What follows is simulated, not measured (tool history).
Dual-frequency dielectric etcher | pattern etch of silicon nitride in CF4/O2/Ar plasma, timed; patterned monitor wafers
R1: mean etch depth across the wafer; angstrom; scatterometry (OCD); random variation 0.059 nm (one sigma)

run 1 hour=0 | source_power_(kW)=0.6 bias_power_(kW)=0.043 Ar_flow_(sccm)=127 CF4_flow_(sccm)=89 etch_time_(s)=7 | R1=143.91
run 2 hour=5.5 | source_power_(kW)=0.6 bias_power_(kW)=0.043 Ar_flow_(sccm)=111 CF4_flow_(sccm)=89 etch_time_(s)=7 | R1=149.31
run 3 hour=6.6 | source_power_(kW)=0.57 bias_power_(kW)=0.042 Ar_flow_(sccm)=113 CF4_flow_(sccm)=89 etch_time_(s)=7 | R1=138.65
run 4 hour=13.6 | source_power_(kW)=0.57 bias_power_(kW)=0.042 Ar_flow_(sccm)=113 CF4_flow_(sccm)=89 etch_time_(s)=6 | R1=119.27
run 5 hour=18.9 | source_power_(kW)=0.57 bias_power_(kW)=0.042 Ar_flow_(sccm)=113 CF4_flow_(sccm)=89 etch_time_(s)=6 | R1=118.78
run 6 hour=23.6 | source_power_(kW)=0.55 bias_power_(kW)=0.042 Ar_flow_(sccm)=113 CF4_flow_(sccm)=89 etch_time_(s)=6 | R1=114.12
run 7 hour=30.3 | source_power_(kW)=0.54 bias_power_(kW)=0.042 Ar_flow_(sccm)=113 CF4_flow_(sccm)=89 etch_time_(s)=6 | R1=112.43

The next listed run, before its measurement:
run 8 hour=33.1 | source_power_(kW)=0.53 bias_power_(kW)=0.042 Ar_flow_(sccm)=113 CF4_flow_(sccm)=89 etch_time_(s)=6 | R1=?

Run 8 gave R1 109.82 angstrom.
